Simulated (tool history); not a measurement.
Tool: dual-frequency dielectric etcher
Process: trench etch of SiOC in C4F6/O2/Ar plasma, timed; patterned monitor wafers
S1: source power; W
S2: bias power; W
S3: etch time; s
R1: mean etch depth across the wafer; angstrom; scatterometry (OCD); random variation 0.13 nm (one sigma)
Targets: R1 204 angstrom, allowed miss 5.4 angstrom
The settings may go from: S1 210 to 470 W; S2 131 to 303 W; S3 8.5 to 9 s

run  hour   S1   S2   S3      R1
  1     0  340  217    9  176.61
  2   8.8  290  217    9  161.39
  3  17.2  250  217    9  146.83
  4  24.9  250  217    9  148.89
  5    30  250  217  8.5  139.29
  6  32.6  250  193  8.5  135.36
  7  38.4  300  199  8.5  153.59
  8  41.4  330  204  8.5  163.78
  9  50.2  360  208  8.5  167.69
 10  53.2  380  216  8.5  176.55
 11  56.4  400  220  8.5  181.47
 12  63.6  460  256    9  214.25
 13  70.2  450  254    9  211.67

Which of these 5 next moves meets every target?
  A  76.8  460  278   9   ?
  B  76.8  440  294   9   ?
  C  76.8  430  236   9   ?
  D  76.8  470  248   9   ?
  E  76.8  440  278   9   ?

move      R1
   A  215.34
   B  213.94
   C  199.75
   D  211.24
   E  210.75
A: further off than the last run
B: further off than the last run
C: meets every target
D: nearer than the last run, and not there yet
E: nearer than the last run, and not there yet
The right move is C.

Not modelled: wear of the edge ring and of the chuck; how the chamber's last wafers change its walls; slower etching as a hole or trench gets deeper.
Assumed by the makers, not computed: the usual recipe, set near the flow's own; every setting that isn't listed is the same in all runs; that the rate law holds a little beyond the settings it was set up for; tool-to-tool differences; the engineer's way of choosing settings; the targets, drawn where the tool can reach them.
